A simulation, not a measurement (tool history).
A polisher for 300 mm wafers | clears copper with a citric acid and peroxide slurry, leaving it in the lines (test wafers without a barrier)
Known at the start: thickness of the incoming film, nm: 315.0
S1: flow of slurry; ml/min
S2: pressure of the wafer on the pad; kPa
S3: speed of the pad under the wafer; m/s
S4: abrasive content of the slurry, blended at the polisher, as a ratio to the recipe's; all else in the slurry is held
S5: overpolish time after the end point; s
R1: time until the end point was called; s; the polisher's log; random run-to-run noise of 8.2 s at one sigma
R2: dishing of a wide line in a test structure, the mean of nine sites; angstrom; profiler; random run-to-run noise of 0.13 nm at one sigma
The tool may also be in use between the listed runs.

| run | hour | S1 | S2 | S3 | S4 | S5 | R1 | R2 |
|---|---|---|---|---|---|---|---|---|
| 1 | 0.0 | 150 | 16.5 | 1.04 | 1.0 | 10 | 208.42 | 126.200 |
| 2 | 5.1 | 150 | 16.5 | 1.04 | 1.0 | 12 | 218.85 | 154.290 |
| 3 | 6.0 | 150 | 16.5 | 1.04 | 1.0 | 8 | 220.62 | 102.320 |
| 4 | 12.5 | 150 | 16.5 | 1.04 | 1.0 | 6 | 214.21 | 76.042 |
| 5 | 21.2 | 150 | 16.5 | 1.04 | 0.8 | 6 | 215.86 | 73.789 |
| 6 | 29.5 | 145 | 13.8 | 1.00 | 0.9 | 9 | 263.12 | 92.526 |
| 7 | 30.6 | 145 | 11.7 | 0.96 | 1.0 | 10 | 318.50 | 85.189 |

Predict the results of run 8:
| 8 | 34.1 | 140 | 10.3 | 0.96 | 1.0 | 11 | ? | ? |

Run 8 gave R1 369.13 s, R2 83.376 angstrom.
